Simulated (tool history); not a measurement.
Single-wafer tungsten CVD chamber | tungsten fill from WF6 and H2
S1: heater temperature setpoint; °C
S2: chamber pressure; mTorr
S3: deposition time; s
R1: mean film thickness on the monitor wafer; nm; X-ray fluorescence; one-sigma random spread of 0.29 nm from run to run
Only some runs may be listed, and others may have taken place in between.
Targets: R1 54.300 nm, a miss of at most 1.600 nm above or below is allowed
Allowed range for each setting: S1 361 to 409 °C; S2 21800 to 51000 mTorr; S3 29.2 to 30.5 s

Run 1, hour 0.0: S1 385 °C, S2 36400 mTorr, S3 30.5 s. Result: R1 75.003 nm.
Run 2, hour 3.3: S1 385 °C, S2 32400 mTorr, S3 30.5 s. Result: R1 70.017 nm.
Run 3, hour 7.2: S1 385 °C, S2 35300 mTorr, S3 30.5 s. Result: R1 72.600 nm.
Run 4, hour 15.6: S1 385 °C, S2 35300 mTorr, S3 29.2 s. Result: R1 70.230 nm.
Run 5, hour 20.3: S1 385 °C, S2 35300 mTorr, S3 30.5 s. Result: R1 72.849 nm.
Run 6, hour 23.5: S1 385 °C, S2 38200 mTorr, S3 30.5 s. Result: R1 75.652 nm.
Run 7, hour 24.1: S1 383 °C, S2 38100 mTorr, S3 30.5 s. Result: R1 72.619 nm.
Run 8, hour 25.1: S1 381 °C, S2 38000 mTorr, S3 30.5 s. Result: R1 70.840 nm.
Run 9, hour 26.4: S1 379 °C, S2 37900 mTorr, S3 30.5 s. Result: R1 68.636 nm.

5 next moves are on the table. One of them brings every result within its allowed miss. Which?
Run A, hour 27.7: S1 367 °C, S2 29000 mTorr, S3 29.7 s. Result: R1 ?.
Run B, hour 27.7: S1 372 °C, S2 39500 mTorr, S3 29.2 s. Result: R1 ?.
Run C, hour 27.7: S1 373 °C, S2 33000 mTorr, S3 29.2 s. Result: R1 ?.
Run D, hour 27.7: S1 389 °C, S2 41600 mTorr, S3 30.5 s. Result: R1 ?.
Run E, hour 27.7: S1 375 °C, S2 36600 mTorr, S3 29.5 s. Result: R1 ?.

move      R1
   A  46.853
   B  58.208
   C  54.602
   D  84.210
   E  59.993
A: the result that was furthest off in the last run now lies on the other side of its target
B: closes in on the targets versus the last run, not all within tolerance yet
C: hits every target within its allowed miss
D: misses by more than the last run did
E: closes in on the targets versus the last run, not all within tolerance yet
Answer: C

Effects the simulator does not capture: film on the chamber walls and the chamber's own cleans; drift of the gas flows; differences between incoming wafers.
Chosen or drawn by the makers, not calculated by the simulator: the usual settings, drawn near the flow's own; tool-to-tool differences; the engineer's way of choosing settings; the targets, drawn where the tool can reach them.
